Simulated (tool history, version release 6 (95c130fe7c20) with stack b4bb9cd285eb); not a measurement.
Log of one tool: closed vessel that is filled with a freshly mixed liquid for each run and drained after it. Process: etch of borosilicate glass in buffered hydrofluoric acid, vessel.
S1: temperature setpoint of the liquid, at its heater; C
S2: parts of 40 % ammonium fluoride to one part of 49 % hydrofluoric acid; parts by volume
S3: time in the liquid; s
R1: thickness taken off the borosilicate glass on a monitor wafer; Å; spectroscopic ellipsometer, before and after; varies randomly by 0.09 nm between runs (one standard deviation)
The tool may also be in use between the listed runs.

| run | hour | S1 | S2 | S3 | R1 |
|---|---|---|---|---|---|
| 1 | 0.0 | 23.0 | 17.0 | 35 | 239.01 |
| 2 | 6.9 | 23.0 | 17.0 | 35 | 240.56 |
| 3 | 9.3 | 20.5 | 17.0 | 35 | 211.63 |
| 4 | 18.4 | 23.0 | 17.0 | 35 | 240.96 |
| 5 | 22.5 | 21.5 | 17.0 | 35 | 222.50 |
| 6 | 27.6 | 21.5 | 14.0 | 35 | 268.80 |

Forecast run 7:
| 7 | 31.2 | 20.0 | 14.5 | 35 | ? |

{"run 7": {"R1": 237.47}}
